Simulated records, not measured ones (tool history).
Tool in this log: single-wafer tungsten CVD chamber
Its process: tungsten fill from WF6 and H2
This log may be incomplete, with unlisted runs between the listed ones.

run	hour	heater temperature setpoint (K)	chamber pressure (mTorr)	deposition time (s)	mean film thickness on the monitor wafer (Å)
1	0.0	673.15	48900	19.7	595.64
2	6.2	679.15	49200	19.7	670.39
3	9.6	683.15	49400	19.7	722.48
4	17.2	683.15	49400	18.7	684.48
5	22.8	679.15	49400	18.7	639.54
6	26.5	679.15	49400	19.7	672.09
7	30.9	683.15	49600	19.7	721.97

The next listed run, before its measurement:
8	39.5	685.15	49700	19.7	?

Run 8 came out at mean film thickness on the monitor wafer (Å) 752.92.

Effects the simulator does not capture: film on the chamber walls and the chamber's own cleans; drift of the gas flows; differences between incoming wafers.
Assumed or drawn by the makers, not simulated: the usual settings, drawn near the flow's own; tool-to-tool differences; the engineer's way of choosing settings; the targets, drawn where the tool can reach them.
